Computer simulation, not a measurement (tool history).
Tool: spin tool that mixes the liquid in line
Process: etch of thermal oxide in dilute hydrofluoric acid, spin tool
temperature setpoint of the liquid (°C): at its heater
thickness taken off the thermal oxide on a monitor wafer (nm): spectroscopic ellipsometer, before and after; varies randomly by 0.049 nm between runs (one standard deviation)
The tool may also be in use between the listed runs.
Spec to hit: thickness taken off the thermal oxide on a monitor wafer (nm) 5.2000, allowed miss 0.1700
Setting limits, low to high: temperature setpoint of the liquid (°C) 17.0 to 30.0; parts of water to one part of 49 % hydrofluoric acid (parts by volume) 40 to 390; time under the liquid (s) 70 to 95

| run | hour | temperature setpoint of the liquid (°C) | parts of water to one part of 49 % hydrofluoric acid (parts by volume) | time under the liquid (s) | thickness taken off the thermal oxide on a monitor wafer (nm) |
|---|---|---|---|---|---|
| 1 | 0.0 | 22.0 | 215 | 95 | 1.7469 |
| 2 | 3.1 | 22.0 | 215 | 70 | 1.2925 |
| 3 | 7.5 | 23.5 | 215 | 70 | 1.3591 |
| 4 | 12.9 | 21.0 | 215 | 70 | 1.2427 |
| 5 | 16.5 | 21.0 | 215 | 70 | 1.2565 |
| 6 | 20.3 | 22.0 | 195 | 70 | 1.4691 |
| 7 | 25.1 | 23.0 | 175 | 70 | 1.7399 |
| 8 | 28.2 | 23.5 | 160 | 70 | 1.9401 |
| 9 | 33.7 | 24.0 | 145 | 70 | 2.2237 |
| 10 | 41.0 | 24.5 | 135 | 70 | 2.4922 |
| 11 | 45.6 | 25.0 | 125 | 70 | 2.7730 |
| 12 | 49.7 | 25.5 | 120 | 70 | 2.9888 |
| 13 | 51.7 | 29.5 | 45 | 70 | 10.1920 |
| 14 | 54.5 | 29.0 | 45 | 70 | 10.2170 |
| 15 | 57.1 | 25.0 | 125 | 70 | 2.7780 |
| 16 | 62.3 | 25.5 | 125 | 70 | 2.8558 |
| 17 | 69.7 | 26.0 | 120 | 70 | 2.9843 |
| 18 | 74.8 | 26.5 | 115 | 70 | 3.2051 |
| 19 | 81.8 | 26.5 | 110 | 70 | 3.4021 |
| 20 | 90.0 | 27.0 | 105 | 70 | 3.6955 |
| 21 | 95.2 | 27.0 | 105 | 70 | 3.6796 |
| 22 | 98.3 | 30.0 | 55 | 70 | 8.3496 |

Next run, 4 choices. One meets every target within its allowed miss, the rest don't. Which?
| A | 101.4 | 30.0 | 80 | 75 | ? |
| B | 101.4 | 30.0 | 100 | 70 | ? |
| C | 101.4 | 28.0 | 75 | 80 | ? |
| D | 101.4 | 29.5 | 90 | 75 | ? |

| move | thickness taken off the thermal oxide on a monitor wafer (nm) |
|---|---|
| A | 5.9578 |
| B | 4.3225 |
| C | 6.3204 |
| D | 5.1216 |
A: closes in on the targets versus the last run, not all within tolerance yet
B: takes the result that was furthest off past its target
C: closes in on the targets versus the last run, not all within tolerance yet
D: meets every target
Correct choice: D, which meets every target
